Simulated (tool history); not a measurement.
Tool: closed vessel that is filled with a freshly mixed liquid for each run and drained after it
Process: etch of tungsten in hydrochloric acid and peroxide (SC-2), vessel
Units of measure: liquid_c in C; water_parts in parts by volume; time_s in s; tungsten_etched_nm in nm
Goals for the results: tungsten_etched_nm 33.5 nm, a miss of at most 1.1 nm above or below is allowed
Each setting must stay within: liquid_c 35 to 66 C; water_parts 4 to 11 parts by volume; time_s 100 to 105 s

{"run": 1, "hour": 0.0, "liquid_c": 50, "water_parts": 6, "time_s": 100, "tungsten_etched_nm": 23.969}
{"run": 2, "hour": 7.8, "liquid_c": 47, "water_parts": 6, "time_s": 100, "tungsten_etched_nm": 19.133}
{"run": 3, "hour": 10.4, "liquid_c": 48.5, "water_parts": 6, "time_s": 100, "tungsten_etched_nm": 21.295}
{"run": 4, "hour": 18.0, "liquid_c": 49.5, "water_parts": 6, "time_s": 100, "tungsten_etched_nm": 22.622}
{"run": 5, "hour": 23.8, "liquid_c": 44.5, "water_parts": 6, "time_s": 100, "tungsten_etched_nm": 16.547}
{"run": 6, "hour": 32.7, "liquid_c": 44.5, "water_parts": 6, "time_s": 100, "tungsten_etched_nm": 16.586}
{"run": 7, "hour": 37.6, "liquid_c": 46.5, "water_parts": 6, "time_s": 100, "tungsten_etched_nm": 18.959}
{"run": 8, "hour": 42.2, "liquid_c": 48, "water_parts": 6, "time_s": 100, "tungsten_etched_nm": 20.943}
{"run": 9, "hour": 46.9, "liquid_c": 49.5, "water_parts": 6, "time_s": 100, "tungsten_etched_nm": 22.627}
{"run": 10, "hour": 50.6, "liquid_c": 49.5, "water_parts": 6, "time_s": 100, "tungsten_etched_nm": 22.684}
{"run": 11, "hour": 57.8, "liquid_c": 50.5, "water_parts": 6, "time_s": 100, "tungsten_etched_nm": 24.444}
{"run": 12, "hour": 59.1, "liquid_c": 51.5, "water_parts": 6, "time_s": 100, "tungsten_etched_nm": 25.881}
{"run": 13, "hour": 66.2, "liquid_c": 56, "water_parts": 6, "time_s": 100, "tungsten_etched_nm": 34.956}
{"run": 14, "hour": 73.0, "liquid_c": 56, "water_parts": 6, "time_s": 100, "tungsten_etched_nm": 34.83}

Consider the 4 candidate settings below. Which is the only one whose results all fall within their allowed miss of target?
{"run": "A", "hour": 79.8, "liquid_c": 54.5, "water_parts": 6, "time_s": 105, "tungsten_etched_nm": "?"}
{"run": "B", "hour": 79.8, "liquid_c": 56.5, "water_parts": 7.5, "time_s": 100, "tungsten_etched_nm": "?"}
{"run": "C", "hour": 79.8, "liquid_c": 55.5, "water_parts": 5.5, "time_s": 100, "tungsten_etched_nm": "?"}
{"run": "D", "hour": 79.8, "liquid_c": 51, "water_parts": 4.5, "time_s": 100, "tungsten_etched_nm": "?"}

move=A tungsten_etched_nm=33.698
move=B tungsten_etched_nm=30.716
move=C tungsten_etched_nm=36.502
move=D tungsten_etched_nm=31.453
A: meets every target
B: carries the result that was furthest off beyond its target, to the other side
C: misses by more than the last run did
D: carries the result that was furthest off beyond its target, to the other side
Move A is the one to make.

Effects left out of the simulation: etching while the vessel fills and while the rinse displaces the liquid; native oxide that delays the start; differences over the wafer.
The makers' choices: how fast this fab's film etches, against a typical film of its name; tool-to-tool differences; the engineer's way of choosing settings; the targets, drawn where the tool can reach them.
